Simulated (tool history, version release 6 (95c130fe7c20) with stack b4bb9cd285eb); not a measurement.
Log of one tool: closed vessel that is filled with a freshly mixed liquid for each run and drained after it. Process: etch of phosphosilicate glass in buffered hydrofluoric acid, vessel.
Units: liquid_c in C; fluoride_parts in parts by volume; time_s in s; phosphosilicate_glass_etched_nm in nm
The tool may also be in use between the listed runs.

run,hour,liquid_c,fluoride_parts,time_s,phosphosilicate_glass_etched_nm
1,0,21,20,35,70.916
2,1.4,20.5,20,35,68.768
3,6,23,20,35,79.032
4,8.4,23,22.5,35,74.349
5,15,22,22.5,35,68.823
6,22.9,22,22.5,35,69.352

The next listed run, before its measurement:
7,27,21.5,22.5,35,?

Run 7 gave phosphosilicate_glass_etched_nm 68.594 nm.
